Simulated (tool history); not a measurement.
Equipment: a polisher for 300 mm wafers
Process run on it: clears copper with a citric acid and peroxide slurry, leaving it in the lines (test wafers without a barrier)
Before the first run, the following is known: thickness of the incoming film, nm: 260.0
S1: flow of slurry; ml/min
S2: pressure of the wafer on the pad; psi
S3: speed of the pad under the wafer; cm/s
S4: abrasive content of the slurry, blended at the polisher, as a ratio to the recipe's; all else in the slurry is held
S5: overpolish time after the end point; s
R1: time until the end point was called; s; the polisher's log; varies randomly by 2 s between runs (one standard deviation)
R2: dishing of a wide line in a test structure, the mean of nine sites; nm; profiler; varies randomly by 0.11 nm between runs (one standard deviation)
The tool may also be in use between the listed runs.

run  hour   S1   S2  S3    S4  S5      R1      R2
  1     0  185  3.6  90     1  10  119.69  17.202
  2   2.8  185  3.6  68     1  10  138.52  15.179
  3     4  185  4.4  68     1  10  116.65  17.808
  4  12.8  175  4.3  72  0.95   8  117.23  13.943
  5  18.2  175  4.3  72  0.75   8  121.09  13.457
  6    26  160  4.4  72   0.7   7  125.99  11.543
  7  26.7  155  4.6  72  0.65   6   120.5  10.222
  8  31.7  155  4.7  72   0.6   5  124.77  8.4756
  9  35.1  160  4.9  72   0.6   5  116.14  8.8718

What does the tool deliver on the next run?
 10  41.5  160   5  70  0.6   5   ?   ?

Run 10 gave R1 120.4 s, R2 8.8344 nm.
